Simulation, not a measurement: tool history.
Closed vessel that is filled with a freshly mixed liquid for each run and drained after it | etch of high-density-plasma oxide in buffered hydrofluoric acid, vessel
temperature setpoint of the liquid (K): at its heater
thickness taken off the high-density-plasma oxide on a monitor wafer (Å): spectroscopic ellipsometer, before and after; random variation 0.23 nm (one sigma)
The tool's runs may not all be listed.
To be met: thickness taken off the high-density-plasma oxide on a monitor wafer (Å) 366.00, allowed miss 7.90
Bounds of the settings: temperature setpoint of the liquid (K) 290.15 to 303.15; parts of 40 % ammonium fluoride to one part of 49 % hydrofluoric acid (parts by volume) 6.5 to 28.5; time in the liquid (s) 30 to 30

run  hour  temperature setpoint of the liquid (K)  parts of 40 % ammonium fluoride to one part of 49 % hydrofluoric acid (parts by volume)  time in the liquid (s)  thickness taken off the high-density-plasma oxide on a monitor wafer (Å)
  1   0.0                                  295.15                                                                                     17.5                      30                                                                    225.53
  2   8.0                                  297.15                                                                                     17.5                      30                                                                    255.00
  3  12.9                                  298.65                                                                                     17.5                      30                                                                    277.65
  4  20.6                                  298.65                                                                                     17.5                      30                                                                    280.14
  5  24.3                                  298.65                                                                                     13.5                      30                                                                    355.08
  6  32.7                                  298.65                                                                                     10.5                      30                                                                    463.94
  7  38.3                                  297.65                                                                                     10.5                      30                                                                    435.05
  8  47.5                                  296.65                                                                                     10.5                      30                                                                    413.27
  9  53.7                                  296.15                                                                                     10.5                      30                                                                    400.26
     57.6  -- thermometer replaced
 10  57.6                                  295.65                                                                                     10.5                      30                                                                    436.40
 11  60.0                                  294.65                                                                                     11.0                      30                                                                    396.63
 12  61.1                                  294.15                                                                                     11.0                      30                                                                    382.56

5 next moves are on the table. One of them brings every result within its allowed miss. Which?
  A  62.2                                  293.65                                                                                     10.5                      30                                                                         ?
  B  62.2                                  293.15                                                                                     10.5                      30                                                                         ?
  C  62.2                                  293.15                                                                                     11.5                      30                                                                         ?
  D  62.2                                  295.65                                                                                     13.0                      30                                                                         ?
  E  62.2                                  294.15                                                                                     11.5                      30                                                                         ?

move  thickness taken off the high-density-plasma oxide on a monitor wafer (Å)
   A                                                                    390.15
   B                                                                    379.40
   C                                                                    347.17
   D                                                                    353.81
   E                                                                    367.10
A: further off than the last run
B: nearer than the last run, and not there yet
C: takes the result that was furthest off past its target
D: takes the result that was furthest off past its target
E: meets every target
The right move is E.
